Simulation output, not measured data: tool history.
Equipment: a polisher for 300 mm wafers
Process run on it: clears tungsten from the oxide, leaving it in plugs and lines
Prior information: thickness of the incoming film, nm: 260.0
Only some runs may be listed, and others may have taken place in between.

run	hour	flow of slurry (ml/min)	pressure of the wafer on the pad (psi)	speed of the pad under the wafer (m/s)	abrasive content of the slurry	overpolish time after the end point (s)	time until the end point was called (s)
1	0.0	125	4.4	1.18	1.0	41	51.087
2	2.0	125	4.4	1.30	1.0	41	46.569
3	5.4	125	4.4	1.30	1.0	41	46.386
4	11.2	125	4.4	1.06	1.0	41	57.927
5	12.3	135	5.1	1.12	1.0	41	47.054
6	18.8	135	5.9	1.12	1.0	41	42.247
7	19.4	145	6.2	1.20	1.0	41	37.308
8	20.8	145	6.4	1.28	1.0	41	34.030
9	26.9	145	6.4	1.28	1.0	41	34.405
10	31.7	150	6.5	1.36	1.0	41	31.402
11	40.6	150	6.6	1.40	1.0	41	30.139
12	49.1	150	6.7	1.44	1.0	41	28.787
13	52.2	150	6.7	1.46	1.0	41	28.716
14	53.5	155	6.7	1.48	1.0	41	28.037
15	59.8	155	6.7	1.50	1.0	41	27.529

Predict the results of run 16:
16	61.9	155	6.7	1.52	1.0	41	?

time until the end point was called (s): 26.898
